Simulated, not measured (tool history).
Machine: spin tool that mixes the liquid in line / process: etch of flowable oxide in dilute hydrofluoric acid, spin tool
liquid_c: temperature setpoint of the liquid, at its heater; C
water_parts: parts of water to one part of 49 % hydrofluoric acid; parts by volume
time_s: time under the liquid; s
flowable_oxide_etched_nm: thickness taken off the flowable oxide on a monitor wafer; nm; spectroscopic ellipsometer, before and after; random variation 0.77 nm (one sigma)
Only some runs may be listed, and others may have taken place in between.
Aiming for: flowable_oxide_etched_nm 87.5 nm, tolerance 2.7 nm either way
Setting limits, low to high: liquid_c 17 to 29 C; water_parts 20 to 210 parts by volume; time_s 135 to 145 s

{"run": 1, "hour": 0.0, "liquid_c": 21, "water_parts": 115, "time_s": 135, "flowable_oxide_etched_nm": 30.905}
{"run": 2, "hour": 1.8, "liquid_c": 21, "water_parts": 140, "time_s": 135, "flowable_oxide_etched_nm": 24.969}
{"run": 3, "hour": 3.2, "liquid_c": 23, "water_parts": 110, "time_s": 135, "flowable_oxide_etched_nm": 35.165}
{"run": 4, "hour": 5.3, "liquid_c": 21, "water_parts": 110, "time_s": 135, "flowable_oxide_etched_nm": 32.866}
{"run": 5, "hour": 11.5, "liquid_c": 18, "water_parts": 110, "time_s": 135, "flowable_oxide_etched_nm": 29.19}
{"run": 6, "hour": 18.3, "liquid_c": 20.5, "water_parts": 90, "time_s": 135, "flowable_oxide_etched_nm": 40.612}
{"run": 7, "hour": 22.6, "liquid_c": 22.5, "water_parts": 80, "time_s": 135, "flowable_oxide_etched_nm": 50.317}
{"run": 8, "hour": 28.0, "liquid_c": 24, "water_parts": 75, "time_s": 135, "flowable_oxide_etched_nm": 56.341}
{"run": 9, "hour": 32.1, "liquid_c": 25, "water_parts": 70, "time_s": 135, "flowable_oxide_etched_nm": 63.29}
{"run": 10, "hour": 40.7, "liquid_c": 29, "water_parts": 55, "time_s": 135, "flowable_oxide_etched_nm": 98.07}
{"run": 11, "hour": 44.4, "liquid_c": 28.5, "water_parts": 55, "time_s": 135, "flowable_oxide_etched_nm": 93.542}
{"run": 12, "hour": 46.0, "liquid_c": 28, "water_parts": 55, "time_s": 135, "flowable_oxide_etched_nm": 93.417}
{"run": 13, "hour": 46.8, "liquid_c": 27.5, "water_parts": 55, "time_s": 135, "flowable_oxide_etched_nm": 91.224}

Exercise: of the 4 proposed moves below, exactly one satisfies all targets within the stated allowed misses. Which move is it?
{"run": "A", "hour": 47.6, "liquid_c": 29, "water_parts": 65, "time_s": 145, "flowable_oxide_etched_nm": "?"}
{"run": "B", "hour": 47.6, "liquid_c": 27, "water_parts": 55, "time_s": 140, "flowable_oxide_etched_nm": "?"}
{"run": "C", "hour": 47.6, "liquid_c": 27, "water_parts": 55, "time_s": 145, "flowable_oxide_etched_nm": "?"}
{"run": "D", "hour": 47.6, "liquid_c": 24, "water_parts": 45, "time_s": 135, "flowable_oxide_etched_nm": "?"}

move=A flowable_oxide_etched_nm=86.416
move=B flowable_oxide_etched_nm=92.436
move=C flowable_oxide_etched_nm=95.737
move=D flowable_oxide_etched_nm=97.766
A: all results in spec
B: the biggest miss grows against the last run
C: the biggest miss grows against the last run
D: the biggest miss grows against the last run
A is the move that brings every result within its allowed miss.
